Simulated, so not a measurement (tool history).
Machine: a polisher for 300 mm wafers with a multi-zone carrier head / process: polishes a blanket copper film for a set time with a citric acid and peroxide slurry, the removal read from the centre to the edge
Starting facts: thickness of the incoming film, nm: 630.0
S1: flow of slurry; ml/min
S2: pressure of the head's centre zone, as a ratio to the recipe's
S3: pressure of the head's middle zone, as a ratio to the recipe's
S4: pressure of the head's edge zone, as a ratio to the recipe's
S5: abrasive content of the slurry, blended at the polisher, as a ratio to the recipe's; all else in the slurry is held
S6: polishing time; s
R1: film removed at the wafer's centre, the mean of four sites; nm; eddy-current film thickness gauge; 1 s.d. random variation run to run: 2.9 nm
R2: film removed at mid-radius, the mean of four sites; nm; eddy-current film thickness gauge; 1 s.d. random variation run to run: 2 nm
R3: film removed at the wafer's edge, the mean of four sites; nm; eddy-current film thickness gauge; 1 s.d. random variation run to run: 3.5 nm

| run | day | S1 | S2 | S3 | S4 | S5 | S6 | R1 | R2 | R3 |
|---|---|---|---|---|---|---|---|---|---|---|
| 1 | 0.000 | 125 | 1.00 | 1.00 | 1.00 | 1.00 | 75 | 174.06 | 175.70 | 175.73 |
| 2 | 0.117 | 110 | 1.00 | 1.00 | 1.00 | 1.00 | 75 | 171.33 | 169.22 | 170.41 |
| 3 | 0.450 | 125 | 1.01 | 0.99 | 1.04 | 1.10 | 77 | 184.36 | 182.17 | 187.62 |
| 4 | 0.500 | 135 | 1.02 | 0.99 | 1.07 | 1.20 | 79 | 199.69 | 192.94 | 199.42 |
| 5 | 0.529 | 135 | 1.02 | 0.99 | 1.15 | 1.20 | 79 | 196.02 | 195.11 | 203.68 |
| 6 | 0.779 | 140 | 1.01 | 0.98 | 1.16 | 1.25 | 81 | 206.18 | 200.42 | 217.46 |
| 7 | 0.954 | 175 | 0.97 | 1.03 | 1.19 | 1.50 | 83 | 223.45 | 231.81 | 241.25 |

Estimate the outcome of run 8 from the log above:
| 8 | 0.975 | 175 | 0.97 | 1.02 | 1.19 | 1.50 | 84 | ? | ? | ? |

Run 8 produced R1 224.95 nm, R2 236.70 nm, R3 243.44 nm.

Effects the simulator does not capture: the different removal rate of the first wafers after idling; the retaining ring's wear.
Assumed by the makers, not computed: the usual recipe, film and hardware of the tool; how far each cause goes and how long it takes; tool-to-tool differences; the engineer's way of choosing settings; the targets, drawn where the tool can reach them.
